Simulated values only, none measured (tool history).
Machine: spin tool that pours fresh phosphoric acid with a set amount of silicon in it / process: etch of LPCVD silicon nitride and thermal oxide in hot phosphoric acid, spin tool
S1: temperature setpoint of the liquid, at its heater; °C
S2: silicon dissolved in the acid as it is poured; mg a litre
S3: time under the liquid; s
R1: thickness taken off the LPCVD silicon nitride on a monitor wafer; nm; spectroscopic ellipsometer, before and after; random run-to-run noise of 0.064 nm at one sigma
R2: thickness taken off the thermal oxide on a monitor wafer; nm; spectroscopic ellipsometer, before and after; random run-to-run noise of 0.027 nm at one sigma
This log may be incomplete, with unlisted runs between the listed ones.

run	day	S1	S2	S3	R1	R2
1	0	161	15	180	14.781	0.38639
2	0.133	162	15	180	15.185	0.48043
3	0.408	162	15	260	21.924	0.5577
4	0.717	161	14	235	19.179	0.53277
5	1.05	161	14	280	22.783	0.68809
6	1.288	161	21	280	22.682	0.55868
7	1.45	160	20.5	255	20.034	0.46713

What will run 8 give?
8	1.75	159.5	19	230	?	?

{"run 8": {"R1": 17.944, "R2": 0.35151}}
